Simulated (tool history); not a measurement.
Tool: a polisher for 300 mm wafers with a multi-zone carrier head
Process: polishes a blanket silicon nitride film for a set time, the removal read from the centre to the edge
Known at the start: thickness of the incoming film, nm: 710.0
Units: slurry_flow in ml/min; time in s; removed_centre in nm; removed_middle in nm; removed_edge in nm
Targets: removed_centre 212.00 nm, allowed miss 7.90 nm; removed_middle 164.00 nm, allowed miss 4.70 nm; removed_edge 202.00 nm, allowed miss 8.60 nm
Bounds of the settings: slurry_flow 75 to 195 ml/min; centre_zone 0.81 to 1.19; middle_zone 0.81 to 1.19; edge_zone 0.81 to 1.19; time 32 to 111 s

run  hour  slurry_flow  centre_zone  middle_zone  edge_zone  time  removed_centre  removed_middle  removed_edge
  1   0.0          125         1.00         1.00       1.00    71          158.30          152.66        147.92
  2   4.0          135         1.02         0.95       1.06    75          175.59          159.28        167.07
  3  10.3          135         1.05         0.95       1.06    75          180.15          160.47        170.60
  4  17.4          135         1.05         0.95       1.02    75          182.07          159.00        163.21
     18.4  -- edge zone pressure recalibrated
  5  18.4          145         1.07         0.92       1.07    75          182.81          158.33        177.43
  6  22.9          155         1.11         0.91       1.07    75          192.75          157.45        180.41
  7  27.7          165         1.13         0.91       1.09    75          199.49          161.59        180.82
  8  29.1          170         1.14         0.90       1.11    76          205.29          159.81        187.76

4 next moves are on the table. One of them brings every result within its allowed miss. Which?
  A  30.5          185         1.15         0.95       1.05    71               ?               ?             ?
  B  30.5          165         1.10         0.85       1.10    82               ?               ?             ?
  C  30.5          185         1.14         0.88       1.13    71               ?               ?             ?
  D  30.5          145         1.03         0.91       1.15    81               ?               ?             ?

move  removed_centre  removed_middle  removed_edge
   A          195.51          157.70        173.43
   B          211.10          162.89        202.01
   C          193.71          147.96        179.62
   D          189.76          166.03        199.93
A: further off than the last run
B: meets every target
C: further off than the last run
D: brings the result that was furthest off to its target, and leaves another outside
The right move is B.

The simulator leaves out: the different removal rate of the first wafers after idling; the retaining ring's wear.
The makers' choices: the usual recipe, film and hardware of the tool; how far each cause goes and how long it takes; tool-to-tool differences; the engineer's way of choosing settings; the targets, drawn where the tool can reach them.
